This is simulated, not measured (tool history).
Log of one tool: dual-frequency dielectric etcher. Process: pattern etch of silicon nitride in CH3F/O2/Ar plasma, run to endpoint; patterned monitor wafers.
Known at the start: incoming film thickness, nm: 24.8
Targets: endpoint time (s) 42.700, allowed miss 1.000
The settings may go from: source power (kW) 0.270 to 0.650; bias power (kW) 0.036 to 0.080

run 1 hour=0.0 | source_power_(kW)=0.460 bias_power_(kW)=0.058 | endpoint_time_(s)=33.323
run 2 hour=2.0 | source_power_(kW)=0.410 bias_power_(kW)=0.054 | endpoint_time_(s)=36.421
run 3 hour=2.8 | source_power_(kW)=0.380 bias_power_(kW)=0.053 | endpoint_time_(s)=38.294
run 4 hour=3.8 | source_power_(kW)=0.430 bias_power_(kW)=0.053 | endpoint_time_(s)=35.697
run 5 hour=9.6 | source_power_(kW)=0.350 bias_power_(kW)=0.053 | endpoint_time_(s)=39.966
run 6 hour=11.7 | source_power_(kW)=0.350 bias_power_(kW)=0.057 | endpoint_time_(s)=38.994
run 7 hour=12.7 | source_power_(kW)=0.330 bias_power_(kW)=0.057 | endpoint_time_(s)=40.234
run 8 hour=14.7 | source_power_(kW)=0.320 bias_power_(kW)=0.057 | endpoint_time_(s)=41.232
run 9 hour=19.8 | source_power_(kW)=0.280 bias_power_(kW)=0.056 | endpoint_time_(s)=45.147
-- hour=27.8 wet clean of the chamber
run 10 hour=27.8 | source_power_(kW)=0.290 bias_power_(kW)=0.056 | endpoint_time_(s)=45.672
run 11 hour=32.3 | source_power_(kW)=0.300 bias_power_(kW)=0.056 | endpoint_time_(s)=44.350

Which of these 5 next moves meets every target?
run A hour=36.8 | source_power_(kW)=0.290 bias_power_(kW)=0.057 | endpoint_time_(s)=?
run B hour=36.8 | source_power_(kW)=0.310 bias_power_(kW)=0.050 | endpoint_time_(s)=?
run C hour=36.8 | source_power_(kW)=0.270 bias_power_(kW)=0.058 | endpoint_time_(s)=?
run D hour=36.8 | source_power_(kW)=0.330 bias_power_(kW)=0.043 | endpoint_time_(s)=?
run E hour=36.8 | source_power_(kW)=0.280 bias_power_(kW)=0.070 | endpoint_time_(s)=?

move=A endpoint_time_(s)=45.397
move=B endpoint_time_(s)=45.687
move=C endpoint_time_(s)=47.275
move=D endpoint_time_(s)=46.406
move=E endpoint_time_(s)=42.926
A: further off than the last run
B: further off than the last run
C: further off than the last run
D: further off than the last run
E: meets every target
Answer: E
